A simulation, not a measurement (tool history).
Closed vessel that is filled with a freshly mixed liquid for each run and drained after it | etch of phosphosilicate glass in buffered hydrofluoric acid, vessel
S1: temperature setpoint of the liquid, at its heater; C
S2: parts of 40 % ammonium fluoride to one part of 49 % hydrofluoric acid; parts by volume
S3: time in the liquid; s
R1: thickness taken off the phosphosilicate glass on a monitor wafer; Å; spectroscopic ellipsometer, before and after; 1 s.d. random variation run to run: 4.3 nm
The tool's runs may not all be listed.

{"run": 1, "day": 0.0, "S1": 24.0, "S2": 14.0, "S3": 85, "R1": 2046.3}
{"run": 2, "day": 0.058, "S1": 21.5, "S2": 14.0, "S3": 85, "R1": 1826.3}
{"run": 3, "day": 0.296, "S1": 23.5, "S2": 12.5, "S3": 85, "R1": 2209.9}
{"run": 4, "day": 0.425, "S1": 23.5, "S2": 12.5, "S3": 85, "R1": 2224.3}
{"run": 5, "day": 0.621, "S1": 25.5, "S2": 11.0, "S3": 85, "R1": 2825.7}
{"run": 6, "day": 0.788, "S1": 27.0, "S2": 11.0, "S3": 85, "R1": 3010.2}
{"run": 7, "day": 0.988, "S1": 31.0, "S2": 6.5, "S3": 85, "R1": 6131.6}

Run 8 comes next. What will it give?
{"run": 8, "day": 1.067, "S1": 30.5, "S2": 6.5, "S3": 85, "R1": "?"}

R1: 6062.7 Å

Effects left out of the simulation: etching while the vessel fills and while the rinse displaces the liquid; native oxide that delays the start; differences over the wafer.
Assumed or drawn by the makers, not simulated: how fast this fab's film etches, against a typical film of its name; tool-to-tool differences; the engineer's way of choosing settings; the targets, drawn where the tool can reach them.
